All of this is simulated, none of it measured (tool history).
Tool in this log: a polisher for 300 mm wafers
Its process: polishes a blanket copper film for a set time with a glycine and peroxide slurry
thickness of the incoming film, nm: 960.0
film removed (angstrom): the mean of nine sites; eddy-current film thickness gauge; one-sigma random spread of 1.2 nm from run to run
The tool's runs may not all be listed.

| run | hour | flow of slurry (ml/min) | pressure of the wafer on the pad (kPa) | speed of the pad under the wafer (m/s) | polishing time (s) | film removed (angstrom) |
|---|---|---|---|---|---|---|
| 1 | 0.0 | 195 | 13.8 | 1.16 | 26 | 960.43 |
| 2 | 8.0 | 195 | 13.8 | 1.16 | 26 | 955.18 |
| 3 | 13.0 | 200 | 15.2 | 1.16 | 26 | 1044.60 |
| 4 | 18.9 | 200 | 15.2 | 1.16 | 23 | 922.90 |
| 5 | 26.5 | 200 | 15.2 | 1.06 | 23 | 850.43 |
| 6 | 27.7 | 205 | 16.5 | 1.12 | 23 | 961.38 |
| 7 | 29.3 | 205 | 17.2 | 1.18 | 23 | 1039.20 |
|  | 36.7 | worn pad replaced by a new one |
| 8 | 36.7 | 210 | 17.9 | 1.22 | 23 | 1232.30 |
| 9 | 41.6 | 265 | 19.3 | 1.22 | 23 | 1357.30 |

Predict the results of run 10:
| 10 | 49.2 | 270 | 19.3 | 1.22 | 23 | ? |

Run 10 gave film removed (angstrom) 1335.00.
